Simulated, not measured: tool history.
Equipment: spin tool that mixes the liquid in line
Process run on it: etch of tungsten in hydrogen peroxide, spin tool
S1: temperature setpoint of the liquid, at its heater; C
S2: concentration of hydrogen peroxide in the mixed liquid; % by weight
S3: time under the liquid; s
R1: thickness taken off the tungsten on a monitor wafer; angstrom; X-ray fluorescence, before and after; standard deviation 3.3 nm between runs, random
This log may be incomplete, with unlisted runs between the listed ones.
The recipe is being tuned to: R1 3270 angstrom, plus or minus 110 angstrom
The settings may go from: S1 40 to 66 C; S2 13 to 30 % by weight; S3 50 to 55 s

{"run": 1, "hour": 0.0, "S1": 56, "S2": 24, "S3": 50, "R1": 2192.3}
{"run": 2, "hour": 2.3, "S1": 57.5, "S2": 24, "S3": 50, "R1": 2359.5}
{"run": 3, "hour": 10.8, "S1": 58.5, "S2": 24, "S3": 50, "R1": 2487.9}
{"run": 4, "hour": 13.1, "S1": 58.5, "S2": 28, "S3": 50, "R1": 2702.7}
{"run": 5, "hour": 19.0, "S1": 58.5, "S2": 28, "S3": 55, "R1": 2967.6}
{"run": 6, "hour": 23.8, "S1": 58.5, "S2": 28, "S3": 50, "R1": 2746}
{"run": 7, "hour": 26.8, "S1": 59, "S2": 28, "S3": 50, "R1": 2815.6}
{"run": 8, "hour": 34.4, "S1": 59.5, "S2": 28, "S3": 50, "R1": 2892.2}
{"run": 9, "hour": 37.0, "S1": 60, "S2": 28, "S3": 50, "R1": 2994.2}

Exercise: of the 4 proposed moves below, exactly one satisfies all targets within the stated allowed misses. Which move is it?
{"run": "A", "hour": 39.6, "S1": 61, "S2": 25, "S3": 55, "R1": "?"}
{"run": "B", "hour": 39.6, "S1": 62, "S2": 30, "S3": 50, "R1": "?"}
{"run": "C", "hour": 39.6, "S1": 63, "S2": 28, "S3": 50, "R1": "?"}
{"run": "D", "hour": 39.6, "S1": 64, "S2": 25.5, "S3": 50, "R1": "?"}

move=A R1=3260.6
move=B R1=3435.7
move=C R1=3510.8
move=D R1=3542.6
A: hits every target within its allowed miss
B: carries the result that was furthest off beyond its target, to the other side
C: carries the result that was furthest off beyond its target, to the other side
D: carries the result that was furthest off beyond its target, to the other side
A is the move that brings every result within its allowed miss.
